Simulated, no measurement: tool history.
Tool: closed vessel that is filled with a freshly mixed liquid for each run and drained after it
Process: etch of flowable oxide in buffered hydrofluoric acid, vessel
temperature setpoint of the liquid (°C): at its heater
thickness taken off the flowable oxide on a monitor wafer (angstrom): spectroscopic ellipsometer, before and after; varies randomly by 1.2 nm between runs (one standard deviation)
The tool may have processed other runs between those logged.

run	day	temperature setpoint of the liquid (°C)	parts of 40 % ammonium fluoride to one part of 49 % hydrofluoric acid (parts by volume)	time in the liquid (s)	thickness taken off the flowable oxide on a monitor wafer (angstrom)
1	0.000	24.0	10.0	30	1234.7
2	0.158	24.5	10.0	30	1275.5
3	0.188	25.0	10.0	30	1339.5
4	0.546	25.0	12.5	30	1066.5
5	0.692	26.0	12.5	30	1113.6
6	0.762	27.0	12.5	30	1154.8
7	0.796	28.0	12.5	30	1241.1
8	0.875	28.5	12.5	30	1284.3

Estimate the outcome of run 9 from the log above:
9	0.933	29.0	12.5	30	?

thickness taken off the flowable oxide on a monitor wafer (angstrom): 1308.3
